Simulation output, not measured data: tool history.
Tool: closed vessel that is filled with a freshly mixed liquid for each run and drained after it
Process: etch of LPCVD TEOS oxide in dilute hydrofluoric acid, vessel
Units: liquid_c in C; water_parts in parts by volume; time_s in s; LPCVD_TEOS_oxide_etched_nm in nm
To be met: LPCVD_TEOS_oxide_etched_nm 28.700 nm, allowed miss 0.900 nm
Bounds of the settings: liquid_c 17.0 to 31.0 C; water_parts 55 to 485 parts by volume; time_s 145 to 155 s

run,hour,liquid_c,water_parts,time_s,LPCVD_TEOS_oxide_etched_nm
1,0.0,23.0,270,145,19.447
2,2.6,23.0,270,155,20.654
3,9.5,25.5,265,155,23.353
4,10.6,25.5,265,155,22.923
5,18.5,25.5,190,155,35.051
6,25.4,23.5,190,155,32.731
7,27.7,22.5,190,155,30.975
8,31.8,22.0,190,155,30.607
9,37.1,21.5,190,155,30.430

Which of these 4 next moves meets every target?
A,42.4,23.5,200,155,?
B,42.4,21.0,195,155,?
C,42.4,22.0,175,145,?
D,42.4,22.0,175,155,?

move,LPCVD_TEOS_oxide_etched_nm
A,30.486
B,28.600
C,31.625
D,33.806
A: as far off as the last run
B: meets every target
C: further off than the last run
D: further off than the last run
Move B is the one to make.
